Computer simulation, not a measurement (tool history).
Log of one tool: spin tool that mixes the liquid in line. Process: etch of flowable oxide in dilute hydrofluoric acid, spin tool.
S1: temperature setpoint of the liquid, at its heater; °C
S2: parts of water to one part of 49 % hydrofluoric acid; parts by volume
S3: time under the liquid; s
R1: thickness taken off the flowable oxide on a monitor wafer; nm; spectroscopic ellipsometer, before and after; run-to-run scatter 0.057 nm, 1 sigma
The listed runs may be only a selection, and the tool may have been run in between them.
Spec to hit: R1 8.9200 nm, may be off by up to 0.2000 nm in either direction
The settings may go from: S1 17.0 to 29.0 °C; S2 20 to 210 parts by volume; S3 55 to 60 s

run,hour,S1,S2,S3,R1
1,0.0,21.0,115,55,16.7940
2,6.0,19.0,115,55,15.7000
3,13.8,19.0,115,60,17.0870
4,14.9,19.0,115,60,17.2740
5,16.5,19.0,85,60,23.8460
6,19.7,18.5,110,60,17.7120
7,23.1,18.0,125,60,14.8870
8,30.0,17.5,135,60,13.3880
9,35.1,17.5,145,60,12.2730
10,41.3,17.5,155,60,11.4830
11,44.8,17.5,160,60,11.0710
12,47.2,17.5,165,60,10.5270
13,50.3,17.5,170,60,10.3080

Next run, 4 choices. One meets every target within its allowed miss, the rest don't. Which?
A,53.4,17.0,145,55,?
B,53.4,17.0,175,55,?
C,53.4,17.0,180,60,?
D,53.4,17.5,170,55,?

move,R1
A,10.9580
B,8.8226
C,9.3135
D,9.3115
A: its largest miss is bigger than the last run's
B: in spec on every target
C: nearer than the last run, and not there yet
D: nearer than the last run, and not there yet
Move B is the one to make.
